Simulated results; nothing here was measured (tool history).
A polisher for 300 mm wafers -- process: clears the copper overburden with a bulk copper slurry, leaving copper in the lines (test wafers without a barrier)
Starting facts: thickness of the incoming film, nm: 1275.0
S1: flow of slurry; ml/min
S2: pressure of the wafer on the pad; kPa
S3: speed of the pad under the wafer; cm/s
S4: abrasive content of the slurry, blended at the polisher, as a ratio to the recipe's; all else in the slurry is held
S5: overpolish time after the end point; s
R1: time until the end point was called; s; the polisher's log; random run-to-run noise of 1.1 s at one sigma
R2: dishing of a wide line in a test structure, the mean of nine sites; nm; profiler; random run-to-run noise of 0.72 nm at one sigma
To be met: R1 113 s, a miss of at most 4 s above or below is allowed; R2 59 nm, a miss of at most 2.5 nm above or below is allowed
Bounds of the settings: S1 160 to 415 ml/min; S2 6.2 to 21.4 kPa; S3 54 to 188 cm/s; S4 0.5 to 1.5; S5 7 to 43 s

run	hour	S1	S2	S3	S4	S5	R1	R2
1	0	265	13.8	120	1	22	150.6	51.035
2	6.3	265	14.5	120	1	23	143.06	54.091
3	10.9	240	14.5	120	1	23	142.72	52.376
4	13.3	190	14.5	120	1	23	143.77	53.346
5	22.3	190	15.2	120	1	23	142.15	53.354
6	27.1	190	15.2	120	1	28	142.99	56.053
7	31.6	190	15.2	120	1	28	141.92	55.845
8	32.9	190	15.9	120	1	27	138.48	55.924
9	40.5	190	16.5	120	1	27	132.92	56.842
10	44.9	190	17.2	120	1	27	127.56	58.602
11	50.2	190	17.9	120	1	26	121.58	57.633
12	56.4	190	18.6	120	1	26	117.53	58.535

Pick the move, out of 4, that brings all results within their allowed miss; only one does.
A	62.6	175	20	104	1.05	19	?	?
B	62.6	190	16.5	146	0.95	30	?	?
C	62.6	220	18.6	106	1.1	16	?	?
D	62.6	195	18.6	116	0.95	24	?	?

move	R1	R2
A	121.77	55.742
B	112.45	57.621
C	124.11	52.568
D	122.1	57.349
A: its largest miss is bigger than the last run's
B: each result inside its tolerance
C: its largest miss is bigger than the last run's
D: its largest miss is bigger than the last run's
B meets every target.
